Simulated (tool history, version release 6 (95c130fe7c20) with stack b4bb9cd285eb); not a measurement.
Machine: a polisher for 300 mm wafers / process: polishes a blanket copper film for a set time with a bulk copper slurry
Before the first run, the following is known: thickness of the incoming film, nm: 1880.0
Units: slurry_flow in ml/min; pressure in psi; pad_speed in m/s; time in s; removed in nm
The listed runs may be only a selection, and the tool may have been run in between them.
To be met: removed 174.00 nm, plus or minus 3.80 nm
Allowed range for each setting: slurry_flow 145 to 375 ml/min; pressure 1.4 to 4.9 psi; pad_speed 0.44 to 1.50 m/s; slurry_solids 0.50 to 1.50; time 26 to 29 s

run 1 hour=0.0 | slurry_flow=240 pressure=3.1 pad_speed=0.96 slurry_solids=1.00 time=29 | removed=290.61
run 2 hour=6.9 | slurry_flow=240 pressure=3.1 pad_speed=0.88 slurry_solids=1.00 time=29 | removed=269.29
run 3 hour=13.7 | slurry_flow=240 pressure=3.1 pad_speed=0.88 slurry_solids=1.00 time=29 | removed=267.48
run 4 hour=16.5 | slurry_flow=240 pressure=3.1 pad_speed=1.10 slurry_solids=1.00 time=29 | removed=330.42
run 5 hour=24.4 | slurry_flow=240 pressure=3.1 pad_speed=1.32 slurry_solids=1.00 time=29 | removed=395.76
run 6 hour=28.9 | slurry_flow=230 pressure=2.6 pad_speed=1.24 slurry_solids=1.00 time=29 | removed=319.23
run 7 hour=36.8 | slurry_flow=225 pressure=2.2 pad_speed=1.16 slurry_solids=1.00 time=29 | removed=257.90
run 8 hour=39.7 | slurry_flow=220 pressure=2.0 pad_speed=1.12 slurry_solids=1.00 time=29 | removed=233.60
run 9 hour=44.3 | slurry_flow=215 pressure=1.8 pad_speed=1.08 slurry_solids=1.00 time=29 | removed=208.10
run 10 hour=45.9 | slurry_flow=215 pressure=1.8 pad_speed=1.08 slurry_solids=1.00 time=29 | removed=207.40
run 11 hour=48.6 | slurry_flow=205 pressure=1.7 pad_speed=1.08 slurry_solids=1.00 time=29 | removed=196.07
run 12 hour=55.2 | slurry_flow=190 pressure=1.7 pad_speed=1.08 slurry_solids=1.00 time=29 | removed=194.26
run 13 hour=58.2 | slurry_flow=170 pressure=1.4 pad_speed=1.08 slurry_solids=1.00 time=29 | removed=168.36
-- hour=64.6 slurry blender recalibrated
run 14 hour=64.6 | slurry_flow=175 pressure=1.4 pad_speed=1.08 slurry_solids=1.00 time=29 | removed=182.41
run 15 hour=69.0 | slurry_flow=175 pressure=1.4 pad_speed=1.06 slurry_solids=1.00 time=29 | removed=179.59

5 candidate next runs follow, results not yet known. Just one meets every target within its allowed miss. Identify it.
run A hour=73.4 | slurry_flow=160 pressure=1.4 pad_speed=1.06 slurry_solids=1.10 time=27 | removed=?
run B hour=73.4 | slurry_flow=145 pressure=1.6 pad_speed=0.96 slurry_solids=1.10 time=27 | removed=?
run C hour=73.4 | slurry_flow=180 pressure=1.8 pad_speed=0.94 slurry_solids=1.05 time=26 | removed=?
run D hour=73.4 | slurry_flow=200 pressure=1.4 pad_speed=0.98 slurry_solids=0.95 time=29 | removed=?
run E hour=73.4 | slurry_flow=165 pressure=1.4 pad_speed=1.00 slurry_solids=1.00 time=29 | removed=?

move=A removed=166.26
move=B removed=162.95
move=C removed=173.42
move=D removed=166.59
move=E removed=166.26
A: carries the result that was furthest off beyond its target, to the other side
B: carries the result that was furthest off beyond its target, to the other side
C: each result inside its tolerance
D: carries the result that was furthest off beyond its target, to the other side
E: carries the result that was furthest off beyond its target, to the other side
So the answer is move C, the one that meets all the targets.

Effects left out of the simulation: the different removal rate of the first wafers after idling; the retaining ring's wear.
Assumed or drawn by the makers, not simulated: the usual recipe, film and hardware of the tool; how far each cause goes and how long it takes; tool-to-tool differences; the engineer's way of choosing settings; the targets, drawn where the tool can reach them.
